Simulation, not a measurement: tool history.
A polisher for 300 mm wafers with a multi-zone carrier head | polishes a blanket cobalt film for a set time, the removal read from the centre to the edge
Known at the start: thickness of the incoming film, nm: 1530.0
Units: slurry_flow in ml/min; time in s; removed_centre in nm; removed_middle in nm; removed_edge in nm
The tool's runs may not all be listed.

{"run": 1, "day": 0.0, "slurry_flow": 155, "centre_zone": 1.0, "middle_zone": 1.0, "edge_zone": 1.0, "time": 59, "removed_centre": 235.46, "removed_middle": 231.04, "removed_edge": 223.51}
{"run": 2, "day": 0.033, "slurry_flow": 155, "centre_zone": 1.0, "middle_zone": 1.0, "edge_zone": 1.0, "time": 44, "removed_centre": 174.17, "removed_middle": 173.73, "removed_edge": 171.31}
{"run": 3, "day": 0.4, "slurry_flow": 155, "centre_zone": 1.0, "middle_zone": 1.04, "edge_zone": 1.0, "time": 44, "removed_centre": 174.98, "removed_middle": 176.46, "removed_edge": 175.06}
{"run": 4, "day": 0.533, "slurry_flow": 150, "centre_zone": 1.04, "middle_zone": 1.02, "edge_zone": 1.05, "time": 49, "removed_centre": 199.54, "removed_middle": 191.06, "removed_edge": 197.25}
{"run": 5, "day": 0.617, "slurry_flow": 150, "centre_zone": 1.04, "middle_zone": 1.02, "edge_zone": 1.11, "time": 49, "removed_centre": 202.43, "removed_middle": 193.24, "removed_edge": 201.69}
{"run": 6, "day": 0.967, "slurry_flow": 185, "centre_zone": 1.04, "middle_zone": 1.02, "edge_zone": 1.11, "time": 49, "removed_centre": 212.78, "removed_middle": 199.01, "removed_edge": 199.86}
{"run": 7, "day": 1.183, "slurry_flow": 175, "centre_zone": 1.07, "middle_zone": 1.0, "edge_zone": 1.13, "time": 53, "removed_centre": 233.16, "removed_middle": 216.59, "removed_edge": 223.55}
{"run": 8, "day": 1.488, "slurry_flow": 180, "centre_zone": 1.1, "middle_zone": 0.96, "edge_zone": 1.14, "time": 55, "removed_centre": 246.2, "removed_middle": 211.21, "removed_edge": 231.26}
{"run": 9, "day": 1.625, "slurry_flow": 200, "centre_zone": 1.17, "middle_zone": 0.94, "edge_zone": 1.19, "time": 67, "removed_centre": 331.04, "removed_middle": 261.57, "removed_edge": 294.24}

Forecast run 10:
{"run": 10, "day": 1.758, "slurry_flow": 195, "centre_zone": 1.17, "middle_zone": 0.93, "edge_zone": 1.18, "time": 67, "removed_centre": "?", "removed_middle": "?", "removed_edge": "?"}

{"run 10": {"removed_centre": 317.95, "removed_middle": 256.3, "removed_edge": 293.35}}
